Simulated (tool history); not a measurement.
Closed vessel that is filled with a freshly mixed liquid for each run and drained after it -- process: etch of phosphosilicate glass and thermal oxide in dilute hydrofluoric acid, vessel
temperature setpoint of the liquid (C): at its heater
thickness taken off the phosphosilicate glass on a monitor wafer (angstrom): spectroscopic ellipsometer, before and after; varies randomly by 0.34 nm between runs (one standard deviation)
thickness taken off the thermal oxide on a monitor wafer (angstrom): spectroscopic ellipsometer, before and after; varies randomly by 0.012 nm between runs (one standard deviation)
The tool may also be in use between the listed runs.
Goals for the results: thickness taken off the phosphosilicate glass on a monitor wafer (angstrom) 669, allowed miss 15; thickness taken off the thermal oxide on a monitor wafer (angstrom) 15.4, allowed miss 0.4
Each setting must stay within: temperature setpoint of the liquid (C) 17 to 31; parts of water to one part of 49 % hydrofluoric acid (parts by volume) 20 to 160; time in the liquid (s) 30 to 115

run	hour	temperature setpoint of the liquid (C)	parts of water to one part of 49 % hydrofluoric acid (parts by volume)	time in the liquid (s)	thickness taken off the phosphosilicate glass on a monitor wafer (angstrom)	thickness taken off the thermal oxide on a monitor wafer (angstrom)
1	0	23	90	60	1503.8	34.435
2	3.3	23	90	50	1245.9	28.583
3	4.3	21.5	100	50	1042.7	24.084
4	12.8	21.5	100	70	1468.5	33.893
5	20.5	20.5	115	70	1193.9	27.521
6	24.9	20.5	115	55	950.34	21.865
7	26.3	19.5	120	55	864.5	19.581
8	27.2	19	125	55	816.21	18.948
9	36.4	19	145	55	686.59	15.723

Next run, 4 choices. One meets every target within its allowed miss, the rest don't. Which?
A	45.6	17.5	140	55	?	?
B	45.6	25	160	45	?	?
C	45.6	17.5	135	50	?	?
D	45.6	19	155	55	?	?

move	thickness taken off the phosphosilicate glass on a monitor wafer (angstrom)	thickness taken off the thermal oxide on a monitor wafer (angstrom)
A	671.35	15.343
B	634.04	14.491
C	635.87	14.533
D	635.71	14.529
A: meets every target
B: moves the result that the last run missed by most past its target, out the other side
C: moves the result that the last run missed by most past its target, out the other side
D: moves the result that the last run missed by most past its target, out the other side
Answer: A
